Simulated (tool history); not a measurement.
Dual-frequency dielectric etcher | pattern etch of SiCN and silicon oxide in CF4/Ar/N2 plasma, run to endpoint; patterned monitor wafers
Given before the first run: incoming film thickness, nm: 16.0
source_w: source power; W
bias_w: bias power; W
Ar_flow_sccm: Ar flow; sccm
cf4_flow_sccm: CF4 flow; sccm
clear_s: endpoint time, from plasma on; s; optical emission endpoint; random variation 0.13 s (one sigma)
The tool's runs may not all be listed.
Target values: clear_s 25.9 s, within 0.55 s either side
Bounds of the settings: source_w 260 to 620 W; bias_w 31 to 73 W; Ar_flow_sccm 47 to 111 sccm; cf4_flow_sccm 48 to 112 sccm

run  hour  source_w  bias_w  Ar_flow_sccm  cf4_flow_sccm  clear_s
  1     0       440      52            79             80   21.788
  2   7.8       440      52            79             74   22.014
  3  13.4       440      52            86             74   22.096
  4  15.1       440      59            86             74   21.264
  5  23.7       420      59            86             74   22.145
  6  27.9       410      59            86             74   23.066
  7  30.3       400      59            86             74   23.467
  8  39.3       390      59            86             74   24.287
  9    45       380      59            86             74   25.211

Of the 5 settings listed for the next run, only one would bring every result within its allowed miss of target. Which one?
  A  50.7       400      47            49             79        ?
  B  50.7       360      72            66             65        ?
  C  50.7       400      35            71             80        ?
  D  50.7       390      62            87             65        ?
  E  50.7       380      54            82             73        ?

move  clear_s
   A   24.277
   B   24.967
   C   27.642
   D   24.739
   E   25.999
A: moves away from the targets compared with the last run
B: moves away from the targets compared with the last run
C: the result that was furthest off in the last run now lies on the other side of its target
D: moves away from the targets compared with the last run
E: each result inside its tolerance
Go with E: it meets all targets.

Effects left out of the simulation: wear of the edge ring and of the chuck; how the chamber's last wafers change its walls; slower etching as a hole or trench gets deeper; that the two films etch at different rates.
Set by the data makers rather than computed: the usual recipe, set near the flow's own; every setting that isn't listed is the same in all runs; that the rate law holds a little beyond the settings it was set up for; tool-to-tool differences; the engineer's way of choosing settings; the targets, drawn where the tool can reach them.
